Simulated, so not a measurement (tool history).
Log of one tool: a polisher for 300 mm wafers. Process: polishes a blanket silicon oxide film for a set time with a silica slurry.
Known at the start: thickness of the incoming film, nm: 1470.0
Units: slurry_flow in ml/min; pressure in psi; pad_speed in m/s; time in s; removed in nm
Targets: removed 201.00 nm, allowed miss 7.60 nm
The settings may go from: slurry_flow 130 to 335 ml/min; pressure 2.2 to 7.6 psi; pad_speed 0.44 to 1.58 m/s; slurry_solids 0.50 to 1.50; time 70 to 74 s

run  hour  slurry_flow  pressure  pad_speed  slurry_solids  time  removed
  1   0.0          215       4.9       1.00           1.00    70   270.63
  2   6.4          215       4.3       1.00           1.00    70   236.57
  3   9.8          215       5.1       1.00           1.00    70   278.87
  4  16.6          215       4.8       1.00           1.00    70   258.13
  5  19.4          215       4.6       1.00           1.00    70   248.83
  6  20.3          250       4.6       1.00           1.00    70   256.87
  7  26.6          250       4.4       1.00           1.00    70   242.46
     34.5  -- slurry nozzle cleaned
  8  34.5          250       4.2       1.00           1.00    70   250.08
  9  41.3          235       4.0       1.00           1.00    70   237.14
 10  50.2          225       3.1       0.98           1.00    70   180.81
 11  55.1          235       3.1       0.98           1.00    70   179.53

4 next moves are on the table. One of them brings every result within its allowed miss. Which?
  A  60.0          300       3.0       1.04           1.00    74        ?
  B  60.0          215       2.9       1.02           1.00    74        ?
  C  60.0          260       3.3       0.86           1.00    70        ?
  D  60.0          240       3.7       0.50           1.35    72        ?

move  removed
   A   207.01
   B   190.47
   C   184.21
   D   166.09
A: meets every target
B: nearer than the last run, and not there yet
C: nearer than the last run, and not there yet
D: further off than the last run
Move A is the one to make.
